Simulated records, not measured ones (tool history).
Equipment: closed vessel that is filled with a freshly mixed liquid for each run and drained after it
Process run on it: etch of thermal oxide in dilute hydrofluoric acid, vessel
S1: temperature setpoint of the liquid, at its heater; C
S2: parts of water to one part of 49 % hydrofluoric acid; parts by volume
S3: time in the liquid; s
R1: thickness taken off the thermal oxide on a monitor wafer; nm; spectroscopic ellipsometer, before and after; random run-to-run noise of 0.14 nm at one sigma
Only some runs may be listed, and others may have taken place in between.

run,hour,S1,S2,S3,R1
1,0,26,215,1335,26.174
2,6.7,26,215,1425,27.949
3,10.8,27,210,1425,29.962
4,16.3,24,210,1425,26.711
5,24.5,25.5,205,1425,29.243
6,30.9,26.5,200,1425,31.231
7,34.2,27.5,195,1425,33.375
8,42.3,28.5,195,1425,34.568
9,50.9,29.5,195,1425,35.848
10,53.9,30,195,1425,36.302
11,62.5,30.5,190,1425,38.345
12,69.8,31,190,1425,38.993
13,77.7,31.5,190,1425,39.534

Run 14 comes next. What will it give?
14,78.2,32,190,1425,?

R1: 40.093 nm

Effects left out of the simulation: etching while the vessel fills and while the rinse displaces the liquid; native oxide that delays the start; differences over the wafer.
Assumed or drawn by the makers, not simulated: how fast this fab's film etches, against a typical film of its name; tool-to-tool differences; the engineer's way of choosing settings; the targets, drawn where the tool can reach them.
